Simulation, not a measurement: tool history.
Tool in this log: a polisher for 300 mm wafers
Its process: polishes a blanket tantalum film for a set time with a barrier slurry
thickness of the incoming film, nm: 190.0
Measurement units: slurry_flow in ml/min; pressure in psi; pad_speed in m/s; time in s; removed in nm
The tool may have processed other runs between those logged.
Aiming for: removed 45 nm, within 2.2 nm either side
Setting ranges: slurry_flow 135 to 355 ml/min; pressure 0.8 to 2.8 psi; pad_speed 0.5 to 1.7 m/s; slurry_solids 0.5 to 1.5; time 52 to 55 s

Run 1, hour 0: slurry_flow 225 ml/min, pressure 1.8 psi, pad_speed 1.1 m/s, slurry_solids 1, time 52 s. Result: removed 76.618 nm.
Run 2, hour 7.9: slurry_flow 225 ml/min, pressure 1.6 psi, pad_speed 1.08 m/s, slurry_solids 1, time 52 s. Result: removed 67.701 nm.
Run 3, hour 12: slurry_flow 225 ml/min, pressure 1.6 psi, pad_speed 1.08 m/s, slurry_solids 1, time 52 s. Result: removed 65.707 nm.
Run 4, hour 18.1: slurry_flow 225 ml/min, pressure 1.5 psi, pad_speed 1.08 m/s, slurry_solids 1, time 52 s. Result: removed 63.103 nm.
Run 5, hour 22.4: slurry_flow 225 ml/min, pressure 1.5 psi, pad_speed 1.08 m/s, slurry_solids 1, time 55 s. Result: removed 67.611 nm.
Run 6, hour 23.4: slurry_flow 225 ml/min, pressure 1.4 psi, pad_speed 1.08 m/s, slurry_solids 1, time 55 s. Result: removed 63.017 nm.
Run 7, hour 32.1: slurry_flow 225 ml/min, pressure 1.4 psi, pad_speed 1.08 m/s, slurry_solids 1, time 55 s. Result: removed 64.081 nm.
Run 8, hour 35.2: slurry_flow 225 ml/min, pressure 1.3 psi, pad_speed 1.08 m/s, slurry_solids 1, time 55 s. Result: removed 57.412 nm.

Consider the 4 candidate settings below. Which is the only one whose results all fall within their allowed miss of target?
Run A, hour 38.3: slurry_flow 240 ml/min, pressure 1.1 psi, pad_speed 0.96 m/s, slurry_solids 1.15, time 52 s. Result: removed ?.
Run B, hour 38.3: slurry_flow 205 ml/min, pressure 1.5 psi, pad_speed 0.9 m/s, slurry_solids 0.9, time 52 s. Result: removed ?.
Run C, hour 38.3: slurry_flow 310 ml/min, pressure 1.5 psi, pad_speed 1.14 m/s, slurry_solids 1.4, time 55 s. Result: removed ?.
Run D, hour 38.3: slurry_flow 235 ml/min, pressure 1.3 psi, pad_speed 1.16 m/s, slurry_solids 1.15, time 55 s. Result: removed ?.

move  removed
   A   46.394
   B   50.968
   C    81.04
   D   67.443
A: every result lands within tolerance
B: better than the last run, though not everything is in spec
C: further off than the last run
D: further off than the last run
A meets every target.
